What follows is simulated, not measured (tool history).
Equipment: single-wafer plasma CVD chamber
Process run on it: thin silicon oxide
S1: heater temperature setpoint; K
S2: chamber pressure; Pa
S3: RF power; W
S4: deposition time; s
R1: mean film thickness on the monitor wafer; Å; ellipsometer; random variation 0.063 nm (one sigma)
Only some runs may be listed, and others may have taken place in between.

run	hour	S1	S2	S3	S4	R1
1	0	663.15	132.5	370	9.1	212.92
2	2	654.15	132.5	370	9.1	215.39
3	10.2	654.15	132.5	410	9.1	225.58
4	11.1	654.15	137.3	410	9.1	232.26
5	12.3	654.15	141.1	410	9.1	237.94
6	18.9	654.15	132.9	410	9.1	225.53
7	24.7	654.15	137.3	410	9.1	232.53
8	26.7	654.15	140.8	410	9.1	236.96
9	28.4	654.15	143.7	410	9.1	240.67

Forecast run 10:
10	29.4	654.15	146.1	410	9.1	?

R1: 244.79 Å
